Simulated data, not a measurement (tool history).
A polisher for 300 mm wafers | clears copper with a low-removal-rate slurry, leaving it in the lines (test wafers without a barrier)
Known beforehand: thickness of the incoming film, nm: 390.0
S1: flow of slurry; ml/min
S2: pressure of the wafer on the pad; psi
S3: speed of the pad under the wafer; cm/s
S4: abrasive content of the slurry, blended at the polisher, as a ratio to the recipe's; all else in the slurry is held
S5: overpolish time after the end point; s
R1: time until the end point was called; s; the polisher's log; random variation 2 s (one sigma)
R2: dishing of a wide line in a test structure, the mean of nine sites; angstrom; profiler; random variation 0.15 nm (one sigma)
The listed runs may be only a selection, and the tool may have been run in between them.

run    day   S1   S2   S3    S4  S5      R1      R2
  1      0  270  2.5  142     1  10  120.82  175.85
  2  0.092  270    2  142     1  10  138.16   148.2
  3  0.333  270    2  176     1  10  116.55  179.56
  4  0.538  270    2  176   0.9  10  118.97  171.89
  5  0.817  270    2  176   0.8  10  122.57  169.69
  6  0.929  310  1.7  182   0.9   8  124.61  143.53
  7  1.167  330  1.7  184  0.85   6  124.99  108.13
  8  1.429  330  1.8  182   0.8   5  127.17  90.668
  9  1.562  330  1.9  182   0.8   5  123.28  96.851

Run 10 comes next. What will it give?
 10  1.688  330   2  182  0.8   5   ?   ?

Run 10 produced R1 117.64 s, R2 100.34 angstrom.

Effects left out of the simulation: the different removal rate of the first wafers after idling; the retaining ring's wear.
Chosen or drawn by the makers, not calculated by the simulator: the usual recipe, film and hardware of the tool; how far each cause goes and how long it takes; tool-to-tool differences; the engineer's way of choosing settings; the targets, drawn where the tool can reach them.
